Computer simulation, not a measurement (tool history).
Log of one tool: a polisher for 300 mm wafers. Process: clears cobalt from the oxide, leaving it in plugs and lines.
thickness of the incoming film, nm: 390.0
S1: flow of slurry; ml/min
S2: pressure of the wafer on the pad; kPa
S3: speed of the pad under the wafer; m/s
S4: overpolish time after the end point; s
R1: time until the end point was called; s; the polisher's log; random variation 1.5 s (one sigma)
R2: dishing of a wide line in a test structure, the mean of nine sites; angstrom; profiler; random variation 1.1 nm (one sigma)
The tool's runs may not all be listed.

Run 1, hour 0.0: S1 145 ml/min, S2 15.9 kPa, S3 0.94 m/s, S4 19 s. Result: R1 60.242 s, R2 540.19 angstrom.
Run 2, hour 7.5: S1 145 ml/min, S2 14.5 kPa, S3 0.94 m/s, S4 20 s. Result: R1 65.425 s, R2 540.71 angstrom.
Run 3, hour 14.7: S1 145 ml/min, S2 14.5 kPa, S3 1.14 m/s, S4 20 s. Result: R1 58.353 s, R2 547.90 angstrom.
Run 4, hour 21.7: S1 145 ml/min, S2 14.5 kPa, S3 1.06 m/s, S4 20 s. Result: R1 60.720 s, R2 548.89 angstrom.
Run 5, hour 28.6: S1 145 ml/min, S2 13.1 kPa, S3 1.04 m/s, S4 20 s. Result: R1 68.010 s, R2 514.79 angstrom.
Run 6, hour 35.7: S1 145 ml/min, S2 13.1 kPa, S3 1.04 m/s, S4 16 s. Result: R1 69.343 s, R2 480.81 angstrom.
Run 7, hour 39.3: S1 145 ml/min, S2 11.7 kPa, S3 1.02 m/s, S4 18 s. Result: R1 77.806 s, R2 449.72 angstrom.
Run 8, hour 45.9: S1 145 ml/min, S2 11.0 kPa, S3 1.00 m/s, S4 20 s. Result: R1 81.280 s, R2 460.49 angstrom.
Run 9, hour 48.5: S1 145 ml/min, S2 10.3 kPa, S3 0.98 m/s, S4 22 s. Result: R1 88.158 s, R2 468.47 angstrom.
Run 10, hour 51.4: S1 145 ml/min, S2 10.3 kPa, S3 0.98 m/s, S4 23 s. Result: R1 88.308 s, R2 492.13 angstrom.

Forecast run 11:
Run 11, hour 52.1: S1 140 ml/min, S2 7.6 kPa, S3 0.96 m/s, S4 25 s. Result: R1 ?, R2 ?.

R1: 122.440 s
R2: 430.95 angstrom
